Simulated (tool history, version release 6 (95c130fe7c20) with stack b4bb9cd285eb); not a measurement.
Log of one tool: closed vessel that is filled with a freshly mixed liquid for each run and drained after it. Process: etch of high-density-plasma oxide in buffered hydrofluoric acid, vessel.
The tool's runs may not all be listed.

run	hour	temperature setpoint of the liquid (C)	parts of 40 % ammonium fluoride to one part of 49 % hydrofluoric acid (parts by volume)	time in the liquid (s)	thickness taken off the high-density-plasma oxide on a monitor wafer (nm)
1	0.0	24.0	10.5	90	96.708
2	1.9	25.5	10.5	90	106.360
3	7.1	25.5	10.5	90	107.100
4	14.8	26.0	10.5	90	110.540
5	23.2	26.0	9.0	90	123.080
6	30.1	26.0	11.0	90	105.370
7	32.2	26.5	11.0	90	104.920
8	40.8	27.0	11.0	90	108.640
9	45.9	27.5	11.0	90	111.640
# hour 53.2: hydrofluoric acid flow meter replaced
10	53.2	28.0	11.0	90	120.650

Run 11 comes next. What will it give?
11	56.2	28.5	11.0	90	?

thickness taken off the high-density-plasma oxide on a monitor wafer (nm): 124.880
